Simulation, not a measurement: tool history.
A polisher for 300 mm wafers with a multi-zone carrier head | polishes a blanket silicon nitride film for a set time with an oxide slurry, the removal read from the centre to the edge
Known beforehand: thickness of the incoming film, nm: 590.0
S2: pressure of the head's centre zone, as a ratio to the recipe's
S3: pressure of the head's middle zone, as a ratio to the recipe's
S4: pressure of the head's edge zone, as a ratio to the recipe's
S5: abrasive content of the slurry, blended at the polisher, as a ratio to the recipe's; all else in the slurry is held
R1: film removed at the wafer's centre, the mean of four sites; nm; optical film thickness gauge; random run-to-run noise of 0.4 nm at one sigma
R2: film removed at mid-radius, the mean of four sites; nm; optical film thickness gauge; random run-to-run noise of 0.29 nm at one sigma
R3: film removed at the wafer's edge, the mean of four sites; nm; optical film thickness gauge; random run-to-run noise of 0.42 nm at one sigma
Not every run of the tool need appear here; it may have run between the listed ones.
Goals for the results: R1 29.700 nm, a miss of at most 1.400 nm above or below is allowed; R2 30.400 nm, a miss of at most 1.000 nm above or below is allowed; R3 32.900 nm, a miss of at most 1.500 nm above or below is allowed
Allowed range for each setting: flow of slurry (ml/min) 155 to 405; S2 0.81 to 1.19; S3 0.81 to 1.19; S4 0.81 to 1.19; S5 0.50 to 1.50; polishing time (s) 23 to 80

run 1 hour=0.0 | flow_of_slurry_(ml/min)=260 S2=1.00 S3=1.00 S4=1.00 S5=1.00 polishing_time_(s)=51 | R1=39.327 R2=39.402 R3=39.658
run 2 hour=4.9 | flow_of_slurry_(ml/min)=255 S2=0.97 S3=0.96 S4=0.98 S5=0.90 polishing_time_(s)=51 | R1=36.493 R2=36.491 R3=37.653
run 3 hour=9.9 | flow_of_slurry_(ml/min)=250 S2=0.94 S3=0.93 S4=0.96 S5=0.85 polishing_time_(s)=51 | R1=36.213 R2=35.206 R3=37.561
run 4 hour=18.5 | flow_of_slurry_(ml/min)=250 S2=0.94 S3=0.93 S4=0.96 S5=0.85 polishing_time_(s)=56 | R1=37.861 R2=38.494 R3=40.720
run 5 hour=24.2 | flow_of_slurry_(ml/min)=250 S2=0.94 S3=0.93 S4=0.90 S5=0.85 polishing_time_(s)=56 | R1=38.349 R2=37.807 R3=38.725
run 6 hour=26.4 | flow_of_slurry_(ml/min)=245 S2=0.91 S3=0.91 S4=0.89 S5=0.75 polishing_time_(s)=56 | R1=36.531 R2=34.877 R3=37.050
run 7 hour=31.1 | flow_of_slurry_(ml/min)=240 S2=0.88 S3=0.92 S4=0.90 S5=0.70 polishing_time_(s)=55 | R1=33.840 R2=33.107 R3=35.126
run 8 hour=33.9 | flow_of_slurry_(ml/min)=230 S2=0.86 S3=0.92 S4=0.91 S5=0.65 polishing_time_(s)=55 | R1=32.286 R2=33.315 R3=34.739

Consider the 5 candidate settings below. Which is the only one whose results all fall within their allowed miss of target?
run A hour=36.7 | flow_of_slurry_(ml/min)=310 S2=0.88 S3=0.81 S4=0.99 S5=0.80 polishing_time_(s)=52 | R1=? R2=? R3=?
run B hour=36.7 | flow_of_slurry_(ml/min)=230 S2=0.85 S3=0.90 S4=0.93 S5=0.75 polishing_time_(s)=49 | R1=? R2=? R3=?
run C hour=36.7 | flow_of_slurry_(ml/min)=245 S2=1.13 S3=0.86 S4=0.81 S5=0.50 polishing_time_(s)=58 | R1=? R2=? R3=?
run D hour=36.7 | flow_of_slurry_(ml/min)=220 S2=1.03 S3=0.83 S4=0.84 S5=0.50 polishing_time_(s)=61 | R1=? R2=? R3=?
run E hour=36.7 | flow_of_slurry_(ml/min)=260 S2=1.04 S3=1.00 S4=0.81 S5=0.50 polishing_time_(s)=59 | R1=? R2=? R3=?

move=A R1=34.482 R2=31.492 R3=38.374
move=B R1=29.790 R2=30.442 R3=33.251
move=C R1=36.182 R2=29.365 R3=31.271
move=D R1=35.109 R2=29.575 R3=33.069
move=E R1=35.062 R2=34.133 R3=31.926
A: misses by more than the last run did
B: every result lands within tolerance
C: carries the result that was furthest off beyond its target, to the other side
D: brings the last run's worst result on target, with another outside its allowed miss
E: misses by more than the last run did
Go with B: it meets all targets.

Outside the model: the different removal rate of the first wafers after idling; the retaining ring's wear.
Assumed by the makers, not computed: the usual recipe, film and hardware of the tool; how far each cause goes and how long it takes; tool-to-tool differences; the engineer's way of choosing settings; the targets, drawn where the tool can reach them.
